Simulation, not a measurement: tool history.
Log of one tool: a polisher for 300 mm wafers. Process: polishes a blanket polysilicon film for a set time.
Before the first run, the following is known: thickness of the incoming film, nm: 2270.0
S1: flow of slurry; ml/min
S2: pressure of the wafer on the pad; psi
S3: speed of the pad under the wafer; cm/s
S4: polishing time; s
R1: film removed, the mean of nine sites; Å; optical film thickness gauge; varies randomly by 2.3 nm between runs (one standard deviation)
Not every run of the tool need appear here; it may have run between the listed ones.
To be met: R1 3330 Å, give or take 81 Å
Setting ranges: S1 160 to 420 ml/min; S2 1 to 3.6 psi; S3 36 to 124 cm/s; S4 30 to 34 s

| run | day | S1 | S2 | S3 | S4 | R1 |
|---|---|---|---|---|---|---|
| 1 | 0 | 270 | 2.3 | 80 | 34 | 1994.7 |
| 2 | 0.117 | 220 | 2.3 | 80 | 34 | 1968.8 |
| 3 | 0.292 | 220 | 2.3 | 88 | 34 | 2147.1 |
| 4 | 0.408 | 220 | 2.3 | 106 | 34 | 2576.7 |
| 5 | 0.592 | 220 | 2.3 | 106 | 34 | 2566.3 |
| 6 | 0.904 | 220 | 2.3 | 90 | 34 | 2200.5 |
| 7 | 0.988 | 220 | 2.6 | 90 | 34 | 2453.7 |
| 8 | 1.271 | 225 | 2.8 | 90 | 34 | 2630.8 |
| 9 | 1.617 | 225 | 3 | 90 | 34 | 2761.7 |
| 10 | 1.788 | 225 | 3.2 | 90 | 34 | 2977.2 |
| 11 | 1.904 | 225 | 3.3 | 90 | 34 | 3098.4 |
| 12 | 2.033 | 230 | 3.4 | 90 | 34 | 3184.8 |

Below are 4 possible settings for the next run. Only one of them brings all results inside the allowed miss of their targets. Which is it?
| A | 2.162 | 215 | 3.4 | 92 | 33 | ? |
| B | 2.162 | 160 | 3.5 | 112 | 31 | ? |
| C | 2.162 | 245 | 3.4 | 90 | 33 | ? |
| D | 2.162 | 215 | 3.6 | 92 | 33 | ? |

| move | R1 |
|---|---|
| A | 3112.1 |
| B | 3559.1 |
| C | 3075.3 |
| D | 3284.3 |
A: the biggest miss grows against the last run
B: moves the result that the last run missed by most past its target, out the other side
C: the biggest miss grows against the last run
D: all results land within tolerance of their targets
D meets every target.

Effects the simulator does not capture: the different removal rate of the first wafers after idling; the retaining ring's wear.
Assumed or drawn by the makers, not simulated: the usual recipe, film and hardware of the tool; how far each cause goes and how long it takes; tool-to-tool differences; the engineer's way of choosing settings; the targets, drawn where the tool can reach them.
